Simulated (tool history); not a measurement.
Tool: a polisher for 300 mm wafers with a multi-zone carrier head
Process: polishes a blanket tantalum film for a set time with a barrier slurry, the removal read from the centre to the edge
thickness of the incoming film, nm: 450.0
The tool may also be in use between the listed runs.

| run | hour | flow of slurry (ml/min) | pressure of the head's centre zone | pressure of the head's middle zone | pressure of the head's edge zone | abrasive content of the slurry | polishing time (s) | film removed at the wafer's centre (Å) | film removed at mid-radius (Å) | film removed at the wafer's edge (Å) |
|---|---|---|---|---|---|---|---|---|---|---|
| 1 | 0 | 180 | 1 | 1 | 1 | 1 | 34 | 314.14 | 317.38 | 321.03 |
| 2 | 0.9 | 180 | 1 | 0.95 | 1 | 1 | 34 | 312.04 | 298.69 | 321.51 |
| 3 | 1.9 | 180 | 1 | 0.95 | 1 | 1 | 38 | 344.66 | 343.41 | 352.51 |
| 4 | 10.9 | 180 | 1 | 0.95 | 1 | 1.1 | 38 | 352.56 | 349.17 | 364.97 |
| 5 | 14 | 175 | 1 | 0.94 | 0.98 | 1.05 | 38 | 355.75 | 340.77 | 363.62 |
| 6 | 14.5 | 175 | 1 | 0.94 | 1.04 | 1.05 | 38 | 358.24 | 335.94 | 359.39 |
| 7 | 17.9 | 175 | 1 | 0.94 | 1.04 | 1.05 | 38 | 354.58 | 335.34 | 365.37 |
| 8 | 26.4 | 175 | 1 | 0.94 | 1.04 | 1.05 | 38 | 353.49 | 332.89 | 371.88 |
| 9 | 30.6 | 175 | 1 | 0.93 | 1.02 | 1 | 38 | 345.54 | 334.29 | 352.7 |
| 10 | 37.9 | 175 | 1 | 0.93 | 1.02 | 1 | 38 | 342.98 | 325.82 | 352.94 |

What does the tool deliver on the next run?
| 11 | 39.9 | 175 | 1 | 0.92 | 1 | 0.95 | 38 | ? | ? | ? |

film removed at the wafer's centre (Å): 341.75
film removed at mid-radius (Å): 324.69
film removed at the wafer's edge (Å): 351.2
